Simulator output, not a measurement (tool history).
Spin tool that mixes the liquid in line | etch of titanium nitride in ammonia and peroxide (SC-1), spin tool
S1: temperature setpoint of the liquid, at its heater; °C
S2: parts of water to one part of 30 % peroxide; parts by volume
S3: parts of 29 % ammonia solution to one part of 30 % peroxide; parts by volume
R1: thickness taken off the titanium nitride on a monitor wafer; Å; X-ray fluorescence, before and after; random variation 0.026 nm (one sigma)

run 1 hour=0 | S1=48 S2=18 S3=0.4 time_under_the_liquid_(s)=230 | R1=82.44
run 2 hour=4.7 | S1=48 S2=18 S3=0.55 time_under_the_liquid_(s)=230 | R1=87.913
run 3 hour=12.3 | S1=48 S2=18 S3=0.45 time_under_the_liquid_(s)=230 | R1=83.987
run 4 hour=21.1 | S1=48 S2=23.5 S3=0.45 time_under_the_liquid_(s)=230 | R1=73.36
run 5 hour=28.2 | S1=48 S2=23.5 S3=0.35 time_under_the_liquid_(s)=230 | R1=69.593
run 6 hour=30.8 | S1=47.5 S2=23.5 S3=0.35 time_under_the_liquid_(s)=230 | R1=67.255

Forecast run 7:
run 7 hour=36.1 | S1=47 S2=23.5 S3=0.35 time_under_the_liquid_(s)=230 | R1=?

R1: 64.657 Å

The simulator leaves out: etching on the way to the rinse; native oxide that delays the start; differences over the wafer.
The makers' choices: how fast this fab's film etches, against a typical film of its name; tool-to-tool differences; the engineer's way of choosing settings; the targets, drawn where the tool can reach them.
